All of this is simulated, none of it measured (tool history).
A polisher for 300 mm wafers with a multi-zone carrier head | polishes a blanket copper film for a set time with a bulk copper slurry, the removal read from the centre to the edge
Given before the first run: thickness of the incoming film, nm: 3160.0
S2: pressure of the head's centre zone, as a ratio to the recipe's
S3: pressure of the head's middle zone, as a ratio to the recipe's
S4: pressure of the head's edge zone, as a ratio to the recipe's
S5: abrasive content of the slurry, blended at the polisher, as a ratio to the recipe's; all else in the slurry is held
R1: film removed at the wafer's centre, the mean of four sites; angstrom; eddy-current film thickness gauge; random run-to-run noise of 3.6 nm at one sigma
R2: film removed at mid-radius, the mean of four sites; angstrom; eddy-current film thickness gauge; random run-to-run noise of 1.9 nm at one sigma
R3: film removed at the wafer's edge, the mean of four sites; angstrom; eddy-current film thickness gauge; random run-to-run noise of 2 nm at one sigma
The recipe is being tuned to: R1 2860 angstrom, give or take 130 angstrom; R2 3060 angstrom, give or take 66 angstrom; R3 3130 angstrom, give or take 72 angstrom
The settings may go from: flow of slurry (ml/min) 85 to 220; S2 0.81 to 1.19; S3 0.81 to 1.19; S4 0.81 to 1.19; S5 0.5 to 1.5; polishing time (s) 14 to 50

{"run": 1, "hour": 0.0, "flow of slurry (ml/min)": 140, "S2": 1, "S3": 1, "S4": 1, "S5": 1, "polishing time (s)": 32, "R1": 3377.3, "R2": 3380.5, "R3": 3468.5}
{"run": 2, "hour": 8.2, "flow of slurry (ml/min)": 140, "S2": 1.04, "S3": 1, "S4": 1, "S5": 1, "polishing time (s)": 32, "R1": 3458, "R2": 3361.9, "R3": 3500.5}
{"run": 3, "hour": 9.6, "flow of slurry (ml/min)": 140, "S2": 1.04, "S3": 1, "S4": 1, "S5": 1.2, "polishing time (s)": 32, "R1": 3694.9, "R2": 3602, "R3": 3682.5}
{"run": 4, "hour": 12.7, "flow of slurry (ml/min)": 140, "S2": 0.97, "S3": 1, "S4": 1, "S5": 1.2, "polishing time (s)": 32, "R1": 3415.2, "R2": 3607, "R3": 3700.6}
{"run": 5, "hour": 17.6, "flow of slurry (ml/min)": 140, "S2": 0.97, "S3": 1, "S4": 1, "S5": 1, "polishing time (s)": 32, "R1": 3230.9, "R2": 3348.1, "R3": 3489}
{"run": 6, "hour": 23.0, "flow of slurry (ml/min)": 120, "S2": 0.97, "S3": 1, "S4": 1, "S5": 1, "polishing time (s)": 32, "R1": 3065.6, "R2": 3248.9, "R3": 3393.4}
{"run": 7, "hour": 26.5, "flow of slurry (ml/min)": 115, "S2": 0.97, "S3": 1, "S4": 0.99, "S5": 1, "polishing time (s)": 32, "R1": 3089.3, "R2": 3236.4, "R3": 3368}
{"run": 8, "hour": 31.3, "flow of slurry (ml/min)": 110, "S2": 0.97, "S3": 1, "S4": 0.98, "S5": 1, "polishing time (s)": 32, "R1": 2999.9, "R2": 3212.3, "R3": 3311.6}
{"run": 9, "hour": 33.3, "flow of slurry (ml/min)": 110, "S2": 0.97, "S3": 1, "S4": 0.97, "S5": 1, "polishing time (s)": 32, "R1": 3009.1, "R2": 3187.5, "R3": 3310.8}
{"run": 10, "hour": 35.8, "flow of slurry (ml/min)": 110, "S2": 0.97, "S3": 1, "S4": 0.97, "S5": 1, "polishing time (s)": 32, "R1": 2966.2, "R2": 3193.5, "R3": 3254.9}

Next run, 4 choices. One meets every target within its allowed miss, the rest don't. Which?
{"run": "A", "hour": 38.3, "flow of slurry (ml/min)": 100, "S2": 1, "S3": 1.11, "S4": 0.82, "S5": 1.05, "polishing time (s)": 33, "R1": "?", "R2": "?", "R3": "?"}
{"run": "B", "hour": 38.3, "flow of slurry (ml/min)": 125, "S2": 0.98, "S3": 1.08, "S4": 0.97, "S5": 1.05, "polishing time (s)": 29, "R1": "?", "R2": "?", "R3": "?"}
{"run": "C", "hour": 38.3, "flow of slurry (ml/min)": 105, "S2": 0.96, "S3": 0.98, "S4": 0.94, "S5": 1.05, "polishing time (s)": 31, "R1": "?", "R2": "?", "R3": "?"}
{"run": "D", "hour": 38.3, "flow of slurry (ml/min)": 110, "S2": 0.95, "S3": 0.92, "S4": 1.02, "S5": 0.95, "polishing time (s)": 32, "R1": "?", "R2": "?", "R3": "?"}

move=A R1=3099.8 R2=3522.5 R3=3108
move=B R1=2877 R2=3233.6 R3=3094.9
move=C R1=2843.8 R2=3051.2 R3=3151.9
move=D R1=2858.1 R2=2948 R3=3315.4
A: further off than the last run
B: further off than the last run
C: every result within its allowed miss
D: takes the result that was furthest off past its target
Answer: C
